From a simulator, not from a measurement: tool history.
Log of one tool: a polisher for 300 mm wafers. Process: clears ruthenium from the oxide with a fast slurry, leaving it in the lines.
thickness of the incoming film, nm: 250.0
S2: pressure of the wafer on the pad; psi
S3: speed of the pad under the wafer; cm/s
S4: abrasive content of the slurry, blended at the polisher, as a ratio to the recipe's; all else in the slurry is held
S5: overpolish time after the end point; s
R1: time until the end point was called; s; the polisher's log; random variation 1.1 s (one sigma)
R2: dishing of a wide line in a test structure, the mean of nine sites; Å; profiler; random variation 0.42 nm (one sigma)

run 1 day=0.000 | flow_of_slurry_(ml/min)=225 S2=3.2 S3=86 S4=1.00 S5=14 | R1=80.224 R2=312.15
run 2 day=0.050 | flow_of_slurry_(ml/min)=225 S2=3.2 S3=86 S4=1.15 S5=14 | R1=74.861 R2=324.89
run 3 day=0.208 | flow_of_slurry_(ml/min)=225 S2=3.2 S3=76 S4=1.15 S5=14 | R1=81.966 R2=325.07
run 4 day=0.317 | flow_of_slurry_(ml/min)=225 S2=3.1 S3=78 S4=1.10 S5=12 | R1=81.945 R2=271.76
run 5 day=0.525 | flow_of_slurry_(ml/min)=275 S2=3.1 S3=78 S4=1.10 S5=12 | R1=81.636 R2=270.48
run 6 day=0.667 | flow_of_slurry_(ml/min)=275 S2=3.1 S3=58 S4=1.10 S5=12 | R1=101.060 R2=235.92

The next listed run, before its measurement:
run 7 day=0.767 | flow_of_slurry_(ml/min)=275 S2=3.2 S3=58 S4=1.10 S5=11 | R1=? R2=?

Run 7 gave R1 96.576 s, R2 222.86 Å.
